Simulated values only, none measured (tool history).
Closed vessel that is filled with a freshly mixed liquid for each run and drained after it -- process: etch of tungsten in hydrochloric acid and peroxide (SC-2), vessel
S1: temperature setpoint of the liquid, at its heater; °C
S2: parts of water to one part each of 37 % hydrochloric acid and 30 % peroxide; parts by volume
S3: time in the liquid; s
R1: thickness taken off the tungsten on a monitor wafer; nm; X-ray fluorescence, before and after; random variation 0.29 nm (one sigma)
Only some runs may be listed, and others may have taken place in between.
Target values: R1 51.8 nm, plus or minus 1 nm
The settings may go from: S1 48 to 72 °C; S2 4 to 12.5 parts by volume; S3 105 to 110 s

run	hour	S1	S2	S3	R1
1	0	64	7	105	96.089
2	7.2	64	5.5	105	116.38
3	10.6	60.5	5.5	105	93.771
4	15.5	65	5.5	105	122.31
5	23.8	61	5.5	105	95.88
6	32.5	58	5.5	105	79.326
7	41	56	5.5	105	70.524
8	45.1	54.5	5.5	105	63.773
9	50.6	53.5	5.5	105	59.513
10	55.3	53	5.5	105	58.163
11	63.3	52.5	5.5	105	55.525
12	68.8	52	5.5	105	54.318

Pick the move, out of 5, that brings all results within their allowed miss; only one does.
A	74.3	53	6	105	?
B	74.3	53	6	110	?
C	74.3	48	4	105	?
D	74.3	51	5	105	?
E	74.3	50	4.5	110	?

move	R1
A	54.072
B	56.647
C	51.709
D	54.17
E	57.185
A: closer than the last run, but not yet in spec
B: lands further from the targets than the last run did
C: every result lands within tolerance
D: closer than the last run, but not yet in spec
E: lands further from the targets than the last run did
The move that meets every target is C.
